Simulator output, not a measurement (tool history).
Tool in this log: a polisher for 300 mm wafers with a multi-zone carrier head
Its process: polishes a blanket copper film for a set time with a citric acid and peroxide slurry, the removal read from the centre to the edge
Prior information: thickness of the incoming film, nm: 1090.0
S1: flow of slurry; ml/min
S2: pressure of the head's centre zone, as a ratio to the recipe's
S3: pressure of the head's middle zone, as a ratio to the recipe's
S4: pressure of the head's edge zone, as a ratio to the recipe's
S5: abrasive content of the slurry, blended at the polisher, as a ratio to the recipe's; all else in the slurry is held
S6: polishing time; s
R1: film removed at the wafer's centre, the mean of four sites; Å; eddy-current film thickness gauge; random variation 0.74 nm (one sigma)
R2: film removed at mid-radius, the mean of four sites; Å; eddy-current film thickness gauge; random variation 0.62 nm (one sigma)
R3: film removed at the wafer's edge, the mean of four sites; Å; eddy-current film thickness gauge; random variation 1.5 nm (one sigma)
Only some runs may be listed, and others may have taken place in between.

{"run": 1, "hour": 0.0, "S1": 245, "S2": 1, "S3": 1, "S4": 1, "S5": 1, "S6": 63, "R1": 1143.5, "R2": 1149.3, "R3": 1199.5}
{"run": 2, "hour": 4.3, "S1": 245, "S2": 1, "S3": 1, "S4": 1, "S5": 1, "S6": 55, "R1": 994.31, "R2": 1000.1, "R3": 1028.7}
{"run": 3, "hour": 9.8, "S1": 195, "S2": 1, "S3": 1, "S4": 1, "S5": 1, "S6": 55, "R1": 972.79, "R2": 977.28, "R3": 1040.1}
{"run": 4, "hour": 11.7, "S1": 195, "S2": 1, "S3": 1, "S4": 1.03, "S5": 1, "S6": 55, "R1": 977.86, "R2": 990.8, "R3": 1026.3}
{"run": 5, "hour": 13.7, "S1": 165, "S2": 1, "S3": 1, "S4": 1.03, "S5": 1, "S6": 55, "R1": 951.61, "R2": 979.06, "R3": 1037.3}
{"run": 6, "hour": 18.2, "S1": 175, "S2": 1.04, "S3": 0.97, "S4": 1.06, "S5": 1.1, "S6": 55, "R1": 1019.6, "R2": 979.09, "R3": 1049.7}
{"run": 7, "hour": 22.9, "S1": 185, "S2": 1.06, "S3": 0.94, "S4": 1.09, "S5": 1.2, "S6": 56, "R1": 1100.8, "R2": 999.77, "R3": 1104.4}
{"run": 8, "hour": 27.5, "S1": 200, "S2": 1.07, "S3": 0.93, "S4": 1.11, "S5": 1.2, "S6": 56, "R1": 1115.4, "R2": 995.97, "R3": 1120.7}

What does the tool deliver on the next run?
{"run": 9, "hour": 28.7, "S1": 215, "S2": 1.08, "S3": 0.92, "S4": 1.12, "S5": 1.2, "S6": 56, "R1": "?", "R2": "?", "R3": "?"}

R1: 1139.8 Å
R2: 989.54 Å
R3: 1146.9 Å
